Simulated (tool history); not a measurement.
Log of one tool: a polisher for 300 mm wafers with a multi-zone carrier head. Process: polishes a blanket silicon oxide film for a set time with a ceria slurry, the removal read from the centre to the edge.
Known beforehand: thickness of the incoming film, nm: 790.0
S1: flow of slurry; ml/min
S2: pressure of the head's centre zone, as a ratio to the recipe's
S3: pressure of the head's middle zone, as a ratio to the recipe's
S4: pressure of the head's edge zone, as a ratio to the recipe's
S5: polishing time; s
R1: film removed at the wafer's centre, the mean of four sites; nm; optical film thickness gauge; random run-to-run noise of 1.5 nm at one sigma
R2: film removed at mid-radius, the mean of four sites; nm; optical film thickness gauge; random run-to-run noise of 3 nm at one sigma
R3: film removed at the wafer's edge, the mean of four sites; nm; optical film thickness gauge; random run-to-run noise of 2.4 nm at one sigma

run 1 hour=0.0 | S1=310 S2=1.00 S3=1.00 S4=1.00 S5=68 | R1=168.20 R2=167.89 R3=167.27
run 2 hour=1.9 | S1=310 S2=1.00 S3=1.04 S4=1.00 S5=68 | R1=168.91 R2=176.37 R3=166.06
run 3 hour=5.5 | S1=310 S2=1.00 S3=1.09 S4=1.00 S5=68 | R1=167.38 R2=181.40 R3=166.75
run 4 hour=6.5 | S1=310 S2=1.00 S3=1.12 S4=1.00 S5=68 | R1=167.45 R2=182.54 R3=168.83
run 5 hour=8.3 | S1=270 S2=1.00 S3=1.12 S4=1.00 S5=68 | R1=166.10 R2=181.34 R3=163.10
run 6 hour=15.8 | S1=295 S2=1.01 S3=1.14 S4=0.96 S5=74 | R1=182.49 R2=203.56 R3=178.73
run 7 hour=24.3 | S1=315 S2=1.03 S3=1.16 S4=0.93 S5=78 | R1=196.78 R2=221.52 R3=184.29
run 8 hour=32.1 | S1=335 S2=1.04 S3=1.17 S4=0.94 S5=80 | R1=205.51 R2=228.10 R3=193.18
run 9 hour=40.1 | S1=340 S2=1.04 S3=1.18 S4=0.93 S5=82 | R1=211.93 R2=231.42 R3=196.03

For run 10, what comes out?
run 10 hour=47.7 | S1=335 S2=1.03 S3=1.18 S4=0.92 S5=84 | R1=? R2=? R3=?

Run 10 yielded R1 213.42 nm, R2 240.56 nm, R3 194.73 nm.
